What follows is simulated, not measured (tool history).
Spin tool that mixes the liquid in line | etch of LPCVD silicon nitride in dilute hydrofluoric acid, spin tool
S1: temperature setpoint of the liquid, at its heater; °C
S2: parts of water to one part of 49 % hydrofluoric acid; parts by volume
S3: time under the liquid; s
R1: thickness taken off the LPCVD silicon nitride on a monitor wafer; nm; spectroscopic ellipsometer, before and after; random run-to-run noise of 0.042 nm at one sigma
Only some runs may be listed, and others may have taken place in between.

| run | day | S1 | S2 | S3 | R1 |
|---|---|---|---|---|---|
| 1 | 0 | 23 | 55 | 70 | 0.57447 |
| 2 | 0.25 | 21 | 55 | 70 | 0.49936 |
| 3 | 0.483 | 22.5 | 50 | 70 | 0.59038 |
| 4 | 0.854 | 25 | 50 | 70 | 0.72877 |
| 5 | 0.946 | 25 | 40 | 70 | 0.90832 |
| 6 | 1.217 | 26 | 35 | 70 | 1.0738 |
| 7 | 1.417 | 26.5 | 35 | 70 | 1.1107 |
| 8 | 1.783 | 30.5 | 20 | 70 | 2.5021 |

Run 9 has not been measured yet. What should we expect?
| 9 | 2.158 | 30 | 20 | 70 | ? |

Run 9 gave R1 2.4426 nm.
